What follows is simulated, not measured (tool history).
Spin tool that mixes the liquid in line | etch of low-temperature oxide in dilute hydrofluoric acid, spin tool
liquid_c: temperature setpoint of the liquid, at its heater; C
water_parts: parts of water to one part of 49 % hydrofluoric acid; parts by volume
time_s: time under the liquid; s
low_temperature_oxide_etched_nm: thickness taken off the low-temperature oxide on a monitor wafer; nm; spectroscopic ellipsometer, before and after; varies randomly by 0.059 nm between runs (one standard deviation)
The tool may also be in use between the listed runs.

| run | day | liquid_c | water_parts | time_s | low_temperature_oxide_etched_nm |
|---|---|---|---|---|---|
| 1 | 0.000 | 22.0 | 65 | 45 | 21.591 |
| 2 | 0.325 | 22.0 | 55 | 45 | 25.750 |
| 3 | 0.692 | 22.0 | 55 | 50 | 28.700 |
| 4 | 0.842 | 22.0 | 75 | 50 | 20.636 |
| 5 | 0.983 | 21.0 | 80 | 50 | 18.448 |
| 6 | 1.317 | 19.0 | 80 | 50 | 16.828 |
| 7 | 1.425 | 18.5 | 80 | 50 | 16.523 |
| 8 | 1.521 | 18.0 | 80 | 50 | 16.159 |
| 9 | 1.700 | 18.0 | 80 | 50 | 16.100 |

Run 10 has not been measured yet. What should we expect?
| 10 | 2.058 | 17.5 | 85 | 50 | ? |

Run 10 came out at low_temperature_oxide_etched_nm 14.878 nm.
